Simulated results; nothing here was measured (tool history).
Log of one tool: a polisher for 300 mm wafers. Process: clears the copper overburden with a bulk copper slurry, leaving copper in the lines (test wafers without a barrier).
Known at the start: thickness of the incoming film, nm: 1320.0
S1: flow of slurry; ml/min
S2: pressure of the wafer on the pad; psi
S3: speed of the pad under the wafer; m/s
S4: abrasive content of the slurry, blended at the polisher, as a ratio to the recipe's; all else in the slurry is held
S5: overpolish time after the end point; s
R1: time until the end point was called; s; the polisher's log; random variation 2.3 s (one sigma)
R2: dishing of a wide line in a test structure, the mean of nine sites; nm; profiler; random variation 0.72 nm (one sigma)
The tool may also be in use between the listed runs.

run 1 hour=0 | S1=190 S2=3.2 S3=1 S4=1 S5=13 | R1=156.97 R2=68.688
run 2 hour=5.4 | S1=190 S2=3.2 S3=1 S4=1 S5=18 | R1=158.1 R2=87.604
run 3 hour=10.3 | S1=185 S2=2.7 S3=1 S4=1 S5=18 | R1=183.28 R2=74.753
run 4 hour=13.1 | S1=185 S2=2.7 S3=1 S4=0.85 S5=18 | R1=191.42 R2=71.685
run 5 hour=15.1 | S1=185 S2=3.3 S3=1 S4=0.85 S5=18 | R1=157.86 R2=85.668
run 6 hour=21.4 | S1=185 S2=3.3 S3=0.8 S4=0.85 S5=18 | R1=195.31 R2=73.176
run 7 hour=27.4 | S1=185 S2=3.3 S3=0.8 S4=0.85 S5=18 | R1=197.83 R2=72.665
run 8 hour=29.1 | S1=180 S2=3 S3=0.8 S4=0.85 S5=18 | R1=217.88 R2=67.589
run 9 hour=32.6 | S1=175 S2=2.9 S3=0.8 S4=0.85 S5=18 | R1=225.77 R2=63.585
run 10 hour=35.6 | S1=165 S2=2.8 S3=0.8 S4=0.85 S5=18 | R1=234.88 R2=62.755

Run 11 comes next. What will it give?
run 11 hour=36.4 | S1=160 S2=2.7 S3=0.8 S4=0.85 S5=18 | R1=? R2=?

Run 11 gave R1 245.17 s, R2 61.856 nm.
